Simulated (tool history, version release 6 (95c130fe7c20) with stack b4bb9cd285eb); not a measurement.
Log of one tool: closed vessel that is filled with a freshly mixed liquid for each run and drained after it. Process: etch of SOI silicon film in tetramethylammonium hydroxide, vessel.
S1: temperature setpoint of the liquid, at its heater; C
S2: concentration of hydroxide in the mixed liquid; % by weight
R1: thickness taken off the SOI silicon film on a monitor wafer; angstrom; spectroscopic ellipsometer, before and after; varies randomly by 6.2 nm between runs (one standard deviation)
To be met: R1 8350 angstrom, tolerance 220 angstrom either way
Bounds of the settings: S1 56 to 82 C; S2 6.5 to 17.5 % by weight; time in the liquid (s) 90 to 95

run 1 hour=0 | S1=69 S2=12 time_in_the_liquid_(s)=90 | R1=5753.7
run 2 hour=2.9 | S1=69 S2=14.5 time_in_the_liquid_(s)=90 | R1=5258.3
run 3 hour=5.2 | S1=69 S2=14.5 time_in_the_liquid_(s)=90 | R1=5312.1
run 4 hour=9.9 | S1=71.5 S2=14.5 time_in_the_liquid_(s)=90 | R1=6205
run 5 hour=11.1 | S1=71.5 S2=14.5 time_in_the_liquid_(s)=95 | R1=6410.1
run 6 hour=12.5 | S1=69 S2=14.5 time_in_the_liquid_(s)=95 | R1=5570.8
run 7 hour=20.1 | S1=70 S2=14.5 time_in_the_liquid_(s)=95 | R1=5896.3
run 8 hour=26.8 | S1=71 S2=14.5 time_in_the_liquid_(s)=95 | R1=6334.6

Pick the move, out of 5, that brings all results within their allowed miss; only one does.
run A hour=33.5 | S1=74 S2=11.5 time_in_the_liquid_(s)=95 | R1=?
run B hour=33.5 | S1=69 S2=15 time_in_the_liquid_(s)=90 | R1=?
run C hour=33.5 | S1=72 S2=10.5 time_in_the_liquid_(s)=90 | R1=?
run D hour=33.5 | S1=79 S2=13.5 time_in_the_liquid_(s)=95 | R1=?
run E hour=33.5 | S1=68 S2=12.5 time_in_the_liquid_(s)=95 | R1=?

move=A R1=8322.4
move=B R1=5207.3
move=C R1=7258.9
move=D R1=10307
move=E R1=5668.3
A: hits every target within its allowed miss
B: its largest miss is bigger than the last run's
C: gains on the last run, yet a result remains outside its allowed miss
D: takes the biggest miss from the last run beyond its target
E: its largest miss is bigger than the last run's
So the answer is move A, the one that meets all the targets.
